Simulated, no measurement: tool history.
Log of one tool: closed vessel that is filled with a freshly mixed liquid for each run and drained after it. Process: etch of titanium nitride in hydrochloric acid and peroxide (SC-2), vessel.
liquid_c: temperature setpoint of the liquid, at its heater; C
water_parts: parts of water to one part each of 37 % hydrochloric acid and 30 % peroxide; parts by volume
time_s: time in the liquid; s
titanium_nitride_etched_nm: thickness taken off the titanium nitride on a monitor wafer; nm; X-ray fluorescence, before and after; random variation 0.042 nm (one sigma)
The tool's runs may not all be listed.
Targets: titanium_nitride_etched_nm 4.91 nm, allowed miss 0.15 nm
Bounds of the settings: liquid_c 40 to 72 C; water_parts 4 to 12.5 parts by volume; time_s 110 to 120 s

run	hour	liquid_c	water_parts	time_s	titanium_nitride_etched_nm
1	0	56	7	110	7.5699
2	7.8	56	7	120	8.2297
3	14.4	53.5	7	120	7.1134
4	17	52	7	120	6.2709
5	23	57	7	120	8.7931
6	29.6	54.5	7	120	7.5805
7	37.8	54.5	7	120	7.4084
8	45.5	52.5	7	120	6.6095
9	49.1	51	7	120	5.9785
10	57	47.5	7	120	4.7578

5 next moves are on the table. One of them brings every result within its allowed miss. Which?
A	64.9	48.5	7	110	?
B	64.9	47.5	6	110	?
C	64.9	46.5	6.5	110	?
D	64.9	48	7.5	115	?
E	64.9	45	6	120	?

move	titanium_nitride_etched_nm
A	4.6425
B	4.8819
C	4.2929
D	4.4457
E	4.4903
A: further off than the last run
B: meets every target
C: further off than the last run
D: further off than the last run
E: further off than the last run
Move B is the one to make.

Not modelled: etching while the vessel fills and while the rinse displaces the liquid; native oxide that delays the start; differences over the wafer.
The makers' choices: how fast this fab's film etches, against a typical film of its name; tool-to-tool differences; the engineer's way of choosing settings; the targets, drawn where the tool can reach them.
